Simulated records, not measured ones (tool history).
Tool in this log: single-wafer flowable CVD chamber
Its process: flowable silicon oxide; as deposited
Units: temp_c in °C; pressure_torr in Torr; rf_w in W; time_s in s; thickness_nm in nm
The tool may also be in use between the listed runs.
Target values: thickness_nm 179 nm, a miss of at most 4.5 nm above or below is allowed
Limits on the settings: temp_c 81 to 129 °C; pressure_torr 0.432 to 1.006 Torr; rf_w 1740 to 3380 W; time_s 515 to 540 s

| run | hour | temp_c | pressure_torr | rf_w | time_s | thickness_nm |
|---|---|---|---|---|---|---|
| 1 | 0 | 105 | 0.719 | 2560 | 540 | 255.74 |
| 2 | 4.4 | 108 | 0.718 | 2560 | 540 | 226.3 |
| 3 | 11.3 | 108 | 0.593 | 2560 | 540 | 189.23 |
| 4 | 13.4 | 108 | 0.593 | 2895 | 540 | 191.84 |
| 5 | 21.7 | 102 | 0.593 | 2895 | 540 | 240.03 |
| 6 | 28.8 | 102 | 0.593 | 2585 | 540 | 237.32 |
| 7 | 36.4 | 104 | 0.592 | 2585 | 540 | 221.7 |
|  | 39.8 | capacitance manometer re-zeroed and calibrated |
| 8 | 39.8 | 112 | 0.59 | 2585 | 540 | 155.44 |
| 9 | 47.1 | 111 | 0.59 | 2585 | 540 | 160.92 |
| 10 | 54.7 | 110 | 0.59 | 2585 | 540 | 166.96 |

Of the 5 settings listed for the next run, only one would bring every result within its allowed miss of target. Which one?
| A | 62.3 | 108 | 0.518 | 2770 | 540 | ? |
| B | 62.3 | 110 | 0.603 | 2140 | 516 | ? |
| C | 62.3 | 107 | 0.469 | 2595 | 540 | ? |
| D | 62.3 | 111 | 0.66 | 2735 | 539 | ? |
| E | 62.3 | 111 | 0.552 | 2380 | 540 | ? |

| move | thickness_nm |
|---|---|
| A | 160.03 |
| B | 158.32 |
| C | 151.01 |
| D | 179.35 |
| E | 149.46 |
A: moves away from the targets compared with the last run
B: moves away from the targets compared with the last run
C: moves away from the targets compared with the last run
D: every result lands within tolerance
E: moves away from the targets compared with the last run
D meets every target.
